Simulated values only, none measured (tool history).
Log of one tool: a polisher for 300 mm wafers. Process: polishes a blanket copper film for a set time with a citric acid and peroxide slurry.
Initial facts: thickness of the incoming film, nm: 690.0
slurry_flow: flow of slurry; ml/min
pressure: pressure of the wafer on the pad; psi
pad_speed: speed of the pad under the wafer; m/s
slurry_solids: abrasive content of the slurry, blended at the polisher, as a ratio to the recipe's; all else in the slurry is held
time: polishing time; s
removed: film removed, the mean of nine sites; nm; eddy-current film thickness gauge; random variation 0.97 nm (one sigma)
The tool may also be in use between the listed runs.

| run | day | slurry_flow | pressure | pad_speed | slurry_solids | time | removed |
|---|---|---|---|---|---|---|---|
| 1 | 0 | 210 | 3.5 | 0.78 | 1 | 27 | 49.448 |
| 2 | 0.025 | 210 | 3.5 | 0.78 | 0.9 | 27 | 46.879 |
| 3 | 0.221 | 210 | 3.8 | 0.78 | 0.9 | 27 | 50.811 |
| 4 | 0.438 | 210 | 4.1 | 0.78 | 0.9 | 27 | 55.616 |
| 5 | 0.604 | 210 | 4.3 | 0.78 | 0.9 | 27 | 58.016 |
| 6 | 0.654 | 210 | 3.7 | 0.78 | 0.9 | 27 | 50.417 |

Run 7, settings as shown, results not yet in. Your forecast:
| 7 | 0.879 | 210 | 4 | 0.78 | 0.9 | 27 | ? |

{"run 7": {"removed": 53.337}}

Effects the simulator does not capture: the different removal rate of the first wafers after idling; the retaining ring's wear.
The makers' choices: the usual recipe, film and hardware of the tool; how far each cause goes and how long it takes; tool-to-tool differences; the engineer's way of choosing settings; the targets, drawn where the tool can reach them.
